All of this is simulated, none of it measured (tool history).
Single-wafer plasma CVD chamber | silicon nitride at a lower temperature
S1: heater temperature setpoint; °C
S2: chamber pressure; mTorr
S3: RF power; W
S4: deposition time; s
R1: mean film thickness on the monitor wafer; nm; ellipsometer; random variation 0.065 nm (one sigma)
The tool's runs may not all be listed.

{"run": 1, "hour": 0.0, "S1": 370, "S2": 1820, "S3": 230, "S4": 14.9, "R1": 13.98}
{"run": 2, "hour": 6.1, "S1": 370, "S2": 1890, "S3": 230, "S4": 14.9, "R1": 14.124}
{"run": 3, "hour": 14.7, "S1": 370, "S2": 1960, "S3": 230, "S4": 14.9, "R1": 14.248}
{"run": 4, "hour": 23.0, "S1": 370, "S2": 2020, "S3": 230, "S4": 14.9, "R1": 14.419}
{"run": 5, "hour": 27.1, "S1": 364, "S2": 2020, "S3": 230, "S4": 14.9, "R1": 14.331}
{"run": 6, "hour": 28.4, "S1": 364, "S2": 2080, "S3": 230, "S4": 14.9, "R1": 14.39}

Forecast run 7:
{"run": 7, "hour": 32.3, "S1": 364, "S2": 2080, "S3": 230, "S4": 14.9, "R1": "?"}

R1: 14.425 nm
